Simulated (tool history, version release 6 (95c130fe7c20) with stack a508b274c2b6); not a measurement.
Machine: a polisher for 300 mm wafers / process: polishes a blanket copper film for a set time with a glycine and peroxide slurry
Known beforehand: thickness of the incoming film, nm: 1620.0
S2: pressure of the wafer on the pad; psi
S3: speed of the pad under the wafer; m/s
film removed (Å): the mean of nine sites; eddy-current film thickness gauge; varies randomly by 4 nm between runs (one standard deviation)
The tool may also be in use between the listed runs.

Run 1, hour 0.0: flow of slurry (ml/min) 295, S2 2.5 psi, S3 0.84 m/s, polishing time (s) 94. Result: film removed (Å) 4331.5.
Run 2, hour 0.9: flow of slurry (ml/min) 295, S2 2.8 psi, S3 0.84 m/s, polishing time (s) 94. Result: film removed (Å) 4705.5.
Run 3, hour 7.6: flow of slurry (ml/min) 295, S2 2.8 psi, S3 0.76 m/s, polishing time (s) 94. Result: film removed (Å) 4389.4.
Run 4, hour 14.9: flow of slurry (ml/min) 295, S2 2.8 psi, S3 0.94 m/s, polishing time (s) 94. Result: film removed (Å) 5152.4.
Run 5, hour 22.8: flow of slurry (ml/min) 295, S2 2.8 psi, S3 0.80 m/s, polishing time (s) 94. Result: film removed (Å) 4584.4.
At hour 31.7: head pressure recalibrated.
Run 6, hour 31.7: flow of slurry (ml/min) 295, S2 2.8 psi, S3 0.98 m/s, polishing time (s) 94. Result: film removed (Å) 5709.4.
Run 7, hour 35.6: flow of slurry (ml/min) 295, S2 2.9 psi, S3 0.98 m/s, polishing time (s) 94. Result: film removed (Å) 5861.1.

What will run 8 give?
Run 8, hour 42.6: flow of slurry (ml/min) 295, S2 3.0 psi, S3 0.98 m/s, polishing time (s) 94. Result: film removed (Å) ?.

film removed (Å): 6013.7

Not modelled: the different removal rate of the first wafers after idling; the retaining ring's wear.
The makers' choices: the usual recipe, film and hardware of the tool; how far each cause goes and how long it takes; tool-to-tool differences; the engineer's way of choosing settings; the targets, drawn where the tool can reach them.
